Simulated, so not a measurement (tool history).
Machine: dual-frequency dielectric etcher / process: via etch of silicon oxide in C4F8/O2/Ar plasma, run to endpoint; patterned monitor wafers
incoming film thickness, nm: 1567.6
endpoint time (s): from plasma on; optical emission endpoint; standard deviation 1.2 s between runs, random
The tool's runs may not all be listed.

Run 1, hour 0: source power (kW) 1.38, bias power (kW) 2.187. Result: endpoint time (s) 344.19.
Run 2, hour 2.1: source power (kW) 1.44, bias power (kW) 2.205. Result: endpoint time (s) 340.4.
Run 3, hour 6.5: source power (kW) 1.67, bias power (kW) 2.205. Result: endpoint time (s) 323.14.
Run 4, hour 8.6: source power (kW) 1.7, bias power (kW) 2.241. Result: endpoint time (s) 316.91.
Run 5, hour 13.7: source power (kW) 1.53, bias power (kW) 2.241. Result: endpoint time (s) 330.35.
Run 6, hour 22.5: source power (kW) 1.33, bias power (kW) 2.241. Result: endpoint time (s) 348.64.
Run 7, hour 30.5: source power (kW) 1.4, bias power (kW) 2.276. Result: endpoint time (s) 339.65.
Run 8, hour 32.5: source power (kW) 1.46, bias power (kW) 2.305. Result: endpoint time (s) 334.2.
Run 9, hour 36.8: source power (kW) 1.51, bias power (kW) 2.332. Result: endpoint time (s) 326.82.

Run 10 has not been measured yet. What should we expect?
Run 10, hour 41.2: source power (kW) 1.51, bias power (kW) 2.332. Result: endpoint time (s) ?.

Run 10 yielded endpoint time (s) 328.17.

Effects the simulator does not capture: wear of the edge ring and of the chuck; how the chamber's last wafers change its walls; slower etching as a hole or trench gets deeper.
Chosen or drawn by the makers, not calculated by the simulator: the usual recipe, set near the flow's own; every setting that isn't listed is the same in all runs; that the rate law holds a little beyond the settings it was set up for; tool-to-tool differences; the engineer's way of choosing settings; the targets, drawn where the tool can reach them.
